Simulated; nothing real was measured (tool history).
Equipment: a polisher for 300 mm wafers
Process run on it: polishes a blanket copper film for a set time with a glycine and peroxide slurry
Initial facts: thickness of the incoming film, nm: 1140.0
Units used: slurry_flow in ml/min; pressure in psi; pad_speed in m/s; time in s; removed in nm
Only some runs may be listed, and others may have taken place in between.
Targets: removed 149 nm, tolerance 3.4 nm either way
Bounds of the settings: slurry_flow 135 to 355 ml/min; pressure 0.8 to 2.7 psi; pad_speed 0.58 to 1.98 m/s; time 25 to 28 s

| run | hour | slurry_flow | pressure | pad_speed | time | removed |
|---|---|---|---|---|---|---|
| 1 | 0 | 225 | 1.7 | 1.28 | 28 | 104.7 |
| 2 | 8 | 235 | 1.9 | 1.28 | 28 | 115.93 |
| 3 | 14.4 | 185 | 1.9 | 1.28 | 28 | 113.95 |
| 4 | 19 | 185 | 1.5 | 1.28 | 28 | 94.288 |
| 5 | 24.3 | 190 | 1.8 | 1.28 | 28 | 110.04 |
| 6 | 28 | 190 | 2 | 1.28 | 28 | 118.81 |
| 7 | 33.7 | 195 | 2.1 | 1.28 | 28 | 124.65 |
| 8 | 41.2 | 200 | 2.2 | 1.28 | 28 | 130.5 |
| 9 | 44.3 | 200 | 2.3 | 1.28 | 28 | 134.43 |
| 10 | 50.1 | 200 | 2.4 | 1.28 | 28 | 139.59 |
| 11 | 54.7 | 200 | 2.4 | 1.28 | 28 | 137.96 |
| 12 | 58.9 | 200 | 2.5 | 1.28 | 28 | 143.1 |

Below are 4 possible settings for the next run. Only one of them brings all results inside the allowed miss of their targets. Which is it?
| A | 63.1 | 160 | 2.5 | 1.44 | 26 | ? |
| B | 63.1 | 200 | 2 | 1.68 | 28 | ? |
| C | 63.1 | 265 | 2.4 | 1.48 | 27 | ? |
| D | 63.1 | 215 | 2.6 | 1.18 | 27 | ? |

| move | removed |
|---|---|
| A | 139.08 |
| B | 140.26 |
| C | 150.28 |
| D | 137.75 |
A: misses by more than the last run did
B: misses by more than the last run did
C: all results in spec
D: misses by more than the last run did
The right move is C.
